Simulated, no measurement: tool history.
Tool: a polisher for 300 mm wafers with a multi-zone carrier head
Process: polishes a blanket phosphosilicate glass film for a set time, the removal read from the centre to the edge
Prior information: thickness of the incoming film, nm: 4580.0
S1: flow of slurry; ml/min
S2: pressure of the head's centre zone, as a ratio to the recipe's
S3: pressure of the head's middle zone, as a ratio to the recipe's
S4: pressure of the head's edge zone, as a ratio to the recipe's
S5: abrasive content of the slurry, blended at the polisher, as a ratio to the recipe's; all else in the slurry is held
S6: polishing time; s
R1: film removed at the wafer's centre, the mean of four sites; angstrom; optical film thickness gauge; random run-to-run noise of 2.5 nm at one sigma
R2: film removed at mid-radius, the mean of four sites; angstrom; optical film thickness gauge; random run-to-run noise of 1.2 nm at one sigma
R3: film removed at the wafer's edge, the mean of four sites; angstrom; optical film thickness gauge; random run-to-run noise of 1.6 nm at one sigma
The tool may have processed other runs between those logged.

{"run": 1, "hour": 0.0, "S1": 155, "S2": 1.0, "S3": 1.0, "S4": 1.0, "S5": 1.0, "S6": 74, "R1": 3966.2, "R2": 4002.7, "R3": 3998.5}
{"run": 2, "hour": 2.7, "S1": 145, "S2": 0.98, "S3": 0.96, "S4": 0.98, "S5": 0.85, "S6": 68, "R1": 3267.0, "R2": 3236.5, "R3": 3320.8}
{"run": 3, "hour": 6.8, "S1": 135, "S2": 0.95, "S3": 0.92, "S4": 0.97, "S5": 0.75, "S6": 65, "R1": 2742.0, "R2": 2815.9, "R3": 2934.2}
{"run": 4, "hour": 13.4, "S1": 135, "S2": 0.95, "S3": 0.92, "S4": 0.89, "S5": 0.75, "S6": 65, "R1": 2766.1, "R2": 2803.5, "R3": 2798.4}
{"run": 5, "hour": 21.2, "S1": 125, "S2": 0.95, "S3": 0.89, "S4": 0.91, "S5": 0.7, "S6": 63, "R1": 2572.0, "R2": 2516.1, "R3": 2654.5}
{"run": 6, "hour": 25.4, "S1": 125, "S2": 0.95, "S3": 0.89, "S4": 0.84, "S5": 0.7, "S6": 63, "R1": 2523.3, "R2": 2559.2, "R3": 2556.0}
{"run": 7, "hour": 30.5, "S1": 120, "S2": 0.94, "S3": 0.87, "S4": 0.86, "S5": 0.65, "S6": 62, "R1": 2333.3, "R2": 2334.0, "R3": 2441.2}
{"run": 8, "hour": 39.1, "S1": 115, "S2": 0.94, "S3": 0.85, "S4": 0.86, "S5": 0.6, "S6": 62, "R1": 2225.9, "R2": 2175.8, "R3": 2312.2}
{"run": 9, "hour": 43.9, "S1": 110, "S2": 0.93, "S3": 0.84, "S4": 0.87, "S5": 0.6, "S6": 62, "R1": 2155.9, "R2": 2147.8, "R3": 2304.1}
{"run": 10, "hour": 46.1, "S1": 105, "S2": 0.93, "S3": 0.83, "S4": 0.88, "S5": 0.55, "S6": 62, "R1": 2052.3, "R2": 1994.5, "R3": 2177.1}
{"run": 11, "hour": 53.9, "S1": 105, "S2": 0.93, "S3": 0.82, "S4": 0.89, "S5": 0.55, "S6": 62, "R1": 2000.6, "R2": 1980.2, "R3": 2158.9}
{"run": 12, "hour": 55.7, "S1": 105, "S2": 0.93, "S3": 0.82, "S4": 0.91, "S5": 0.55, "S6": 62, "R1": 1998.1, "R2": 1979.8, "R3": 2193.8}

What will run 13 give?
{"run": 13, "hour": 63.8, "S1": 105, "S2": 0.93, "S3": 0.82, "S4": 0.92, "S5": 0.55, "S6": 62, "R1": "?", "R2": "?", "R3": "?"}

Run 13 produced R1 2001.2 angstrom, R2 1995.7 angstrom, R3 2163.7 angstrom.

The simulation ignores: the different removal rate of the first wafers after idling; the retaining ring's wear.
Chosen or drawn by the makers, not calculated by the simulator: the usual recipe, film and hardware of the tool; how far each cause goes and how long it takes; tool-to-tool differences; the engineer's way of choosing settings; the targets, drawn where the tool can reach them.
